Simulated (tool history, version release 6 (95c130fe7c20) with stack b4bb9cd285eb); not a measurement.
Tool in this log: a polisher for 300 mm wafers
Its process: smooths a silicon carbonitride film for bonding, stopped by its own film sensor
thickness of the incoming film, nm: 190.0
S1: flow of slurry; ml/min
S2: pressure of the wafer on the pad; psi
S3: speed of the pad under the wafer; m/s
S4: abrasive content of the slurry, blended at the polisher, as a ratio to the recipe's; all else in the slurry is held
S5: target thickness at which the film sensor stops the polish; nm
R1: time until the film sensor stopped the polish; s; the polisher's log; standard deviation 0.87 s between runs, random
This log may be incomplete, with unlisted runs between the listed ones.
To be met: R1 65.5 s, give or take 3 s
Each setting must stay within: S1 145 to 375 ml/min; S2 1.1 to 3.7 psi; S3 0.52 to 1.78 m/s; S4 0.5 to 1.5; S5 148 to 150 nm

run 1 hour=0 | S1=240 S2=2.4 S3=1.14 S4=1 S5=150 | R1=107.79
run 2 hour=9 | S1=240 S2=2.5 S3=1.14 S4=1 S5=150 | R1=100.27
run 3 hour=12.9 | S1=185 S2=2.5 S3=1.14 S4=1 S5=150 | R1=104.66
run 4 hour=18.6 | S1=185 S2=2.5 S3=1.14 S4=0.8 S5=150 | R1=122.47
run 5 hour=22.6 | S1=185 S2=2.5 S3=1.14 S4=0.9 S5=150 | R1=113.14
run 6 hour=26.1 | S1=185 S2=2.6 S3=1.14 S4=0.9 S5=150 | R1=108.26
run 7 hour=34.1 | S1=185 S2=2.7 S3=1.14 S4=0.9 S5=150 | R1=104.66
run 8 hour=42.4 | S1=185 S2=2.8 S3=1.16 S4=0.9 S5=150 | R1=101.13
run 9 hour=50.5 | S1=185 S2=2.9 S3=1.18 S4=0.9 S5=150 | R1=95.211
run 10 hour=56.7 | S1=185 S2=3 S3=1.2 S4=0.9 S5=150 | R1=94.293
run 11 hour=58.1 | S1=185 S2=3.1 S3=1.24 S4=0.9 S5=150 | R1=88.009
run 12 hour=59 | S1=185 S2=3.2 S3=1.26 S4=0.9 S5=150 | R1=85.758
run 13 hour=61.3 | S1=185 S2=3.3 S3=1.28 S4=0.9 S5=150 | R1=81.703
run 14 hour=67.7 | S1=185 S2=3.4 S3=1.3 S4=0.9 S5=150 | R1=79.019
run 15 hour=75.9 | S1=185 S2=3.4 S3=1.32 S4=0.9 S5=150 | R1=76.458
run 16 hour=84 | S1=185 S2=3.4 S3=1.34 S4=0.9 S5=150 | R1=76.723
run 17 hour=90.8 | S1=185 S2=3.4 S3=1.36 S4=0.9 S5=150 | R1=75.928
run 18 hour=94.3 | S1=185 S2=3.4 S3=1.38 S4=0.9 S5=150 | R1=74.804
run 19 hour=102.7 | S1=185 S2=3.6 S3=1.42 S4=0.9 S5=150 | R1=70.595
run 20 hour=103.3 | S1=185 S2=3.6 S3=1.44 S4=0.9 S5=150 | R1=70.602
run 21 hour=111.1 | S1=185 S2=3.6 S3=1.44 S4=0.9 S5=150 | R1=70.112

Pick the move, out of 4, that brings all results within their allowed miss; only one does.
run A hour=118.9 | S1=160 S2=3.5 S3=1.56 S4=0.8 S5=150 | R1=?
run B hour=118.9 | S1=170 S2=3.6 S3=1.4 S4=0.85 S5=149 | R1=?
run C hour=118.9 | S1=180 S2=3.5 S3=1.44 S4=0.9 S5=150 | R1=?
run D hour=118.9 | S1=210 S2=3.5 S3=1.46 S4=1.1 S5=148 | R1=?

move=A R1=73.389
move=B R1=75.908
move=C R1=71.626
move=D R1=66.19
A: moves away from the targets compared with the last run
B: moves away from the targets compared with the last run
C: moves away from the targets compared with the last run
D: each result inside its tolerance
D meets every target.
